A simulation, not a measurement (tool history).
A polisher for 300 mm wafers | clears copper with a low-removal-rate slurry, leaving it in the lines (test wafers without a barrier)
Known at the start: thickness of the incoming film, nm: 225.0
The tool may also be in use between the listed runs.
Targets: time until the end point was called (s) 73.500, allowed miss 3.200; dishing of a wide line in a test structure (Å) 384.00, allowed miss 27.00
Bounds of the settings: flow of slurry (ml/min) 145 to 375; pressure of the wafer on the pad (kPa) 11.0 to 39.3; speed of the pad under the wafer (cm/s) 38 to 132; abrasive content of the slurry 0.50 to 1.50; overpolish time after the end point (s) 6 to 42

| run | hour | flow of slurry (ml/min) | pressure of the wafer on the pad (kPa) | speed of the pad under the wafer (cm/s) | abrasive content of the slurry | overpolish time after the end point (s) | time until the end point was called (s) | dishing of a wide line in a test structure (Å) |
|---|---|---|---|---|---|---|---|---|
| 1 | 0.0 | 240 | 24.8 | 84 | 1.00 | 21 | 91.856 | 368.99 |
| 2 | 3.1 | 240 | 26.2 | 84 | 1.00 | 20 | 86.428 | 351.49 |
| 3 | 3.7 | 240 | 26.2 | 64 | 1.00 | 20 | 113.300 | 294.07 |
| 4 | 5.9 | 185 | 26.2 | 64 | 1.00 | 20 | 118.210 | 273.19 |
| 5 | 13.4 | 145 | 26.2 | 64 | 1.00 | 20 | 123.670 | 272.89 |
| 6 | 14.4 | 145 | 26.2 | 64 | 1.00 | 16 | 120.870 | 215.49 |
| 7 | 15.1 | 165 | 29.0 | 64 | 1.00 | 17 | 108.500 | 265.08 |
| 8 | 16.0 | 185 | 31.0 | 64 | 1.00 | 17 | 102.120 | 287.35 |
| 9 | 22.4 | 200 | 33.1 | 64 | 1.00 | 16 | 93.547 | 279.42 |
| 10 | 27.8 | 210 | 34.5 | 64 | 1.00 | 17 | 90.072 | 318.28 |
| 11 | 28.8 | 210 | 34.5 | 64 | 1.00 | 17 | 88.214 | 305.06 |
| 12 | 32.7 | 220 | 35.9 | 64 | 1.00 | 18 | 87.170 | 355.88 |
|  | 41.3 | slurry nozzle cleaned |
| 13 | 41.3 | 230 | 36.5 | 64 | 1.00 | 17 | 79.386 | 365.72 |

Which of these 5 next moves meets every target?
| A | 49.9 | 170 | 36.5 | 62 | 1.15 | 19 | ? | ? |
| B | 49.9 | 220 | 37.9 | 58 | 0.95 | 18 | ? | ? |
| C | 49.9 | 260 | 35.9 | 72 | 0.90 | 21 | ? | ? |
| D | 49.9 | 165 | 35.9 | 68 | 1.00 | 24 | ? | ? |
| E | 49.9 | 160 | 39.3 | 70 | 0.85 | 18 | ? | ? |

| move | time until the end point was called (s) | dishing of a wide line in a test structure (Å) |
|---|---|---|
| A | 82.105 | 365.64 |
| B | 86.289 | 335.42 |
| C | 73.815 | 432.33 |
| D | 79.662 | 452.34 |
| E | 74.380 | 380.14 |
A: further off than the last run
B: further off than the last run
C: brings the result that was furthest off to its target, and leaves another outside
D: further off than the last run
E: meets every target
Move E is the one to make.
